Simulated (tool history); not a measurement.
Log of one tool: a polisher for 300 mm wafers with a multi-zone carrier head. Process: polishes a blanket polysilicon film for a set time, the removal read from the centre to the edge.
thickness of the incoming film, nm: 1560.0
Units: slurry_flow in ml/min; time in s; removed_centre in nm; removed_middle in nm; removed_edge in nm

| run | hour | slurry_flow | centre_zone | middle_zone | edge_zone | time | removed_centre | removed_middle | removed_edge |
|---|---|---|---|---|---|---|---|---|---|
| 1 | 0 | 190 | 1 | 1 | 1 | 44 | 280.34 | 317.27 | 323.95 |
| 2 | 4.6 | 190 | 1 | 1 | 0.92 | 44 | 278.1 | 319.27 | 315.2 |
| 3 | 13.6 | 195 | 0.99 | 1.01 | 0.94 | 45 | 283.16 | 328.58 | 317.97 |
| 4 | 19.1 | 185 | 0.99 | 1.02 | 0.96 | 46 | 286.46 | 340.78 | 327.49 |
|  | 21.8 | centre zone pressure recalibrated |
| 5 | 21.8 | 185 | 0.98 | 1.02 | 0.98 | 47 | 327.63 | 344.22 | 343.28 |
| 6 | 23.5 | 200 | 1.01 | 1.01 | 0.97 | 48 | 349.14 | 350.57 | 346.4 |
| 7 | 32.3 | 190 | 0.99 | 1.02 | 0.99 | 49 | 347.24 | 364.24 | 358.52 |

Run 8 comes next. What will it give?
| 8 | 37.7 | 195 | 0.89 | 1.11 | 1.09 | 50 | ? | ? | ? |

removed_centre: 319.43 nm
removed_middle: 399.07 nm
removed_edge: 379.15 nm

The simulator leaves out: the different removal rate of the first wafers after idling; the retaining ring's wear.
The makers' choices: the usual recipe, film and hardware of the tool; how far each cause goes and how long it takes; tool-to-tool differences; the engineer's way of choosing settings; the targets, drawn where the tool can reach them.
